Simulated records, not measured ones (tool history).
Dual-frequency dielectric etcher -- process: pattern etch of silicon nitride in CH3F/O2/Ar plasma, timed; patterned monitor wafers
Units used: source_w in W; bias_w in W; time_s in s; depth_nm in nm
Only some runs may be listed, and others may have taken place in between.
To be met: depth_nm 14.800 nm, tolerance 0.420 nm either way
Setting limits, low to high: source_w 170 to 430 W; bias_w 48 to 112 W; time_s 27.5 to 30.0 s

run 1 hour=0.0 | source_w=300 bias_w=80 time_s=30.0 | depth_nm=18.895
run 2 hour=0.8 | source_w=300 bias_w=80 time_s=27.5 | depth_nm=17.365
run 3 hour=2.8 | source_w=340 bias_w=80 time_s=27.5 | depth_nm=18.592
run 4 hour=5.6 | source_w=310 bias_w=77 time_s=27.5 | depth_nm=17.445
run 5 hour=9.6 | source_w=290 bias_w=75 time_s=27.5 | depth_nm=16.575
run 6 hour=12.4 | source_w=280 bias_w=74 time_s=27.5 | depth_nm=16.227
run 7 hour=17.0 | source_w=270 bias_w=73 time_s=27.5 | depth_nm=15.801
run 8 hour=21.0 | source_w=260 bias_w=73 time_s=27.5 | depth_nm=15.376

Of the 5 settings listed for the next run, only one would bring every result within its allowed miss of target. Which one?
run A hour=25.0 | source_w=240 bias_w=73 time_s=30.0 | depth_nm=?
run B hour=25.0 | source_w=250 bias_w=76 time_s=29.0 | depth_nm=?
run C hour=25.0 | source_w=220 bias_w=67 time_s=30.0 | depth_nm=?
run D hour=25.0 | source_w=280 bias_w=48 time_s=27.5 | depth_nm=?
run E hour=25.0 | source_w=200 bias_w=77 time_s=28.0 | depth_nm=?

move=A depth_nm=16.026
move=B depth_nm=16.144
move=C depth_nm=14.642
move=D depth_nm=13.609
move=E depth_nm=13.551
A: further off than the last run
B: further off than the last run
C: in spec on every target
D: takes the result that was furthest off past its target
E: takes the result that was furthest off past its target
Move C is the one to make.
